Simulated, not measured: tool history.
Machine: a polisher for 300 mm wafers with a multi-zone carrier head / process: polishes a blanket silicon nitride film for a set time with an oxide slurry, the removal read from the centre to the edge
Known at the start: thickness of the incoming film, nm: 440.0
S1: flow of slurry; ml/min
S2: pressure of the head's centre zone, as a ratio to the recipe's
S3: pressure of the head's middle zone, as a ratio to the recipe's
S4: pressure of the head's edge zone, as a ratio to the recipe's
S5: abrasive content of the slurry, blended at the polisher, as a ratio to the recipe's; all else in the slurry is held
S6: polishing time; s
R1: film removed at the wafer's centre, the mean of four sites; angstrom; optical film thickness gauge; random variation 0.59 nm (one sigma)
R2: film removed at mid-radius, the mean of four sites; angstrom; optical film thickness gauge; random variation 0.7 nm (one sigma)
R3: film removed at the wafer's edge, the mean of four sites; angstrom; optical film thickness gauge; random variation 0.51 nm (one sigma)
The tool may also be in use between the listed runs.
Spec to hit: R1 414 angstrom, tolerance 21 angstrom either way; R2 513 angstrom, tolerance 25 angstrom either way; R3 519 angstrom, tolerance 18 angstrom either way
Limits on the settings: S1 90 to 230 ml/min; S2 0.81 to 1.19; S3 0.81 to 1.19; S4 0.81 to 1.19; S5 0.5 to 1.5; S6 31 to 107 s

run	hour	S1	S2	S3	S4	S5	S6	R1	R2	R3
1	0	150	1	1	1	1	69	576.22	573.95	579.53
2	6.9	150	1	1	1.03	1	69	578.45	583.23	599.79
3	7.6	150	1	0.94	1.03	1	69	565.54	553.14	587.98
4	15.3	145	0.97	0.95	1.02	1	69	549.21	544.69	587.46
5	17.7	140	0.95	0.97	1.02	0.95	69	509.2	533	575.41
6	24.4	135	0.94	0.98	1	0.95	69	519.84	536.62	560.31
7	29.6	135	0.92	0.99	1	0.9	69	487.32	543.48	553.13
8	30.5	130	0.91	0.99	1	0.9	69	476.42	521.62	533.69
9	36.1	130	0.9	0.99	1	0.9	69	466.52	511.67	543.71
10	38.9	130	0.89	1	1	0.9	69	471.2	530.19	546.37
11	41.7	125	0.88	1	1	0.9	69	449.23	527.61	533.41

Of the 4 settings listed for the next run, only one would bring every result within its allowed miss of target. Which one?
A	44.5	140	0.95	0.89	0.97	1.1	63	?	?	?
B	44.5	145	0.88	1.14	1.04	1	61	?	?	?
C	44.5	140	0.86	1.04	1.06	0.9	64	?	?	?
D	44.5	150	0.92	0.96	1.04	0.75	75	?	?	?

move	R1	R2	R3
A	511.66	490.14	550.31
B	440.61	560.68	525.31
C	422.1	509.08	522.46
D	478.2	502.86	545.68
A: moves away from the targets compared with the last run
B: moves away from the targets compared with the last run
C: meets every target
D: moves away from the targets compared with the last run
Correct choice: C, which meets every target
